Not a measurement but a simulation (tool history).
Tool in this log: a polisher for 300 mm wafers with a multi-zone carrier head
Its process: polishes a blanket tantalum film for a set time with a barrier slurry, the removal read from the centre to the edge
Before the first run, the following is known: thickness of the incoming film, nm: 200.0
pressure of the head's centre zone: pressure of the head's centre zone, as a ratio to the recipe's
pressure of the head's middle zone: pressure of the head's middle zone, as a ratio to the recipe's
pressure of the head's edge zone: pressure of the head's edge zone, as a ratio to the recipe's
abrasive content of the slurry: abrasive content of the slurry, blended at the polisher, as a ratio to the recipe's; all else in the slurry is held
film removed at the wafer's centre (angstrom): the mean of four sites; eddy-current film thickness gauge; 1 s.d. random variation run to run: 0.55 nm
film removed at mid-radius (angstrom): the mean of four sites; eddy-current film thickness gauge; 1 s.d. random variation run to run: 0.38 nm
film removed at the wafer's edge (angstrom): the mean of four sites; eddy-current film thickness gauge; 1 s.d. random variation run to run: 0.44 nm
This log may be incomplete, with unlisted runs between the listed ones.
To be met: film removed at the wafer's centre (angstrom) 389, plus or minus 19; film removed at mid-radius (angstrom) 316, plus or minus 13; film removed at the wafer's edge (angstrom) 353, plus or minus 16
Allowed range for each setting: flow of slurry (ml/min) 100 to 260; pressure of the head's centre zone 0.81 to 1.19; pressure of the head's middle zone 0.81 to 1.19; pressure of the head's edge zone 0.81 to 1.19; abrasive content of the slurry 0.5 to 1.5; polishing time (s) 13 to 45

run,hour,flow of slurry (ml/min),pressure of the head's centre zone,pressure of the head's middle zone,pressure of the head's edge zone,abrasive content of the slurry,polishing time (s),film removed at the wafer's centre (angstrom),film removed at mid-radius (angstrom),film removed at the wafer's edge (angstrom)
1,0,165,1,1,1,1,29,589.42,583.3,596.23
2,3.5,160,1.02,0.95,0.97,0.85,26,525.54,472.06,513.28
3,6.3,160,1.02,0.95,0.97,0.65,26,506.74,455.01,483.37
4,11.9,160,1.02,0.95,0.97,0.65,32,599.19,561.01,585.2
5,19.4,155,1.02,0.93,0.94,0.6,28,523.13,462.6,496.25
6,25.1,155,1.02,0.88,0.94,0.6,28,529.76,448.66,499.03
7,26.4,150,1.01,0.88,0.91,0.55,25,446.75,398.65,425.09
8,32.2,140,1.02,0.86,0.9,0.55,24,427.83,352.95,401.96
9,37.3,130,1.02,0.86,0.87,0.55,24,426.13,360.31,389.61
10,38,130,1.02,0.86,0.87,0.55,24,415.34,355.25,387.09
11,38.6,125,1.03,0.85,0.86,0.55,24,412.8,342.09,381.91
12,45.8,120,1.03,0.85,0.85,0.55,24,412.05,341.36,378.68
13,49.4,115,1.03,0.84,0.84,0.55,24,401.22,336.04,381.92
14,57.2,115,1.04,0.84,0.83,0.55,24,396.84,344.57,373.31
15,65.2,115,1.05,0.83,0.83,0.55,24,414.28,333.8,371.1
16,66.6,110,1.05,0.83,0.83,0.55,24,405.19,326.97,367.08

Next run, 5 choices. One meets every target within its allowed miss, the rest don't. Which?
A,68,115,0.96,0.94,0.81,0.5,25,?,?,?
B,68,100,0.95,0.81,0.82,0.5,26,?,?,?
C,68,130,1.16,0.81,0.84,0.5,23,?,?,?
D,68,160,1.01,0.81,0.83,0.5,22,?,?,?
E,68,100,1.12,0.85,0.89,0.5,25,?,?,?

move,film removed at the wafer's centre (angstrom),film removed at mid-radius (angstrom),film removed at the wafer's edge (angstrom)
A,390.79,372.06,380.9
B,381.56,327.18,386.97
C,451.55,312.71,365.11
D,396.01,313.66,359.15
E,433.19,326.92,385.79
A: further off than the last run
B: further off than the last run
C: puts the biggest miss on target and leaves a different result outside tolerance
D: every result within its allowed miss
E: further off than the last run
Move D is the one to make.
